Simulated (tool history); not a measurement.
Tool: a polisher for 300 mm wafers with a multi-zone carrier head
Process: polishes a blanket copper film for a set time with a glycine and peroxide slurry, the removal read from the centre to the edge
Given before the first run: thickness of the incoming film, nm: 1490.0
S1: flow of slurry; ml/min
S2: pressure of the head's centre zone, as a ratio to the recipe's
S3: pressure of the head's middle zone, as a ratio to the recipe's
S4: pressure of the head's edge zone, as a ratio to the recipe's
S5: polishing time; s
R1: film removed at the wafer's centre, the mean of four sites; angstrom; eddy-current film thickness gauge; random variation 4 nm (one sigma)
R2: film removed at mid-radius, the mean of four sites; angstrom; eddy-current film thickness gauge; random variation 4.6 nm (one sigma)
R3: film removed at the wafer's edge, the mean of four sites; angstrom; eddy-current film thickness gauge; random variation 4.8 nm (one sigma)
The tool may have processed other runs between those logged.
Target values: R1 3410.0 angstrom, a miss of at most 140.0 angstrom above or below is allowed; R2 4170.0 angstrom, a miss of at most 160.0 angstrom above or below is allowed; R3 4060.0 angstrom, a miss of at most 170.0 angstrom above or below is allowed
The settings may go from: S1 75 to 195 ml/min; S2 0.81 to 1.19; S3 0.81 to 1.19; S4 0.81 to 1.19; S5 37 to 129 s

run	day	S1	S2	S3	S4	S5	R1	R2	R3
1	0.000	125	1.00	1.00	1.00	83	4325.9	4476.0	4285.5
2	0.058	115	0.97	1.00	1.00	83	4195.9	4425.1	4370.0
3	0.300	115	0.97	1.07	1.00	83	4210.1	4592.7	4224.6
4	0.600	110	0.94	1.07	1.00	82	3926.5	4581.7	4199.0
5	0.904	110	0.94	1.07	1.00	94	4581.4	5301.9	4822.7
6	1.029	105	0.92	1.06	0.99	91	4291.4	4956.3	4755.2
7	1.062	105	0.91	1.06	0.99	88	4139.2	4800.5	4489.4
8	1.104	100	0.89	1.06	0.99	86	3923.2	4614.6	4411.7
9	1.479	95	0.88	1.06	0.98	85	3817.2	4509.4	4324.1
10	1.708	95	0.87	1.06	0.98	84	3664.9	4583.6	4299.6
11	1.854	95	0.87	1.05	0.98	83	3662.8	4474.2	4307.0
12	2.038	95	0.87	1.05	0.98	82	3570.0	4426.0	4123.7

Next run, 5 choices. One meets every target within its allowed miss, the rest don't. Which?
A	2.221	75	0.89	0.94	1.04	80	?	?	?
B	2.221	120	0.83	1.14	1.00	79	?	?	?
C	2.221	75	0.84	0.97	0.95	84	?	?	?
D	2.221	100	0.83	1.10	0.91	84	?	?	?
E	2.221	75	0.88	0.92	1.02	81	?	?	?

move	R1	R2	R3
A	3485.4	3898.7	4031.3
B	3461.9	4550.6	4078.4
C	3452.7	4160.8	4051.3
D	3575.4	4627.6	4076.8
E	3488.7	3905.7	4043.8
A: takes the biggest miss from the last run beyond its target
B: moves away from the targets compared with the last run
C: every result lands within tolerance
D: moves away from the targets compared with the last run
E: takes the biggest miss from the last run beyond its target
The right move is C.

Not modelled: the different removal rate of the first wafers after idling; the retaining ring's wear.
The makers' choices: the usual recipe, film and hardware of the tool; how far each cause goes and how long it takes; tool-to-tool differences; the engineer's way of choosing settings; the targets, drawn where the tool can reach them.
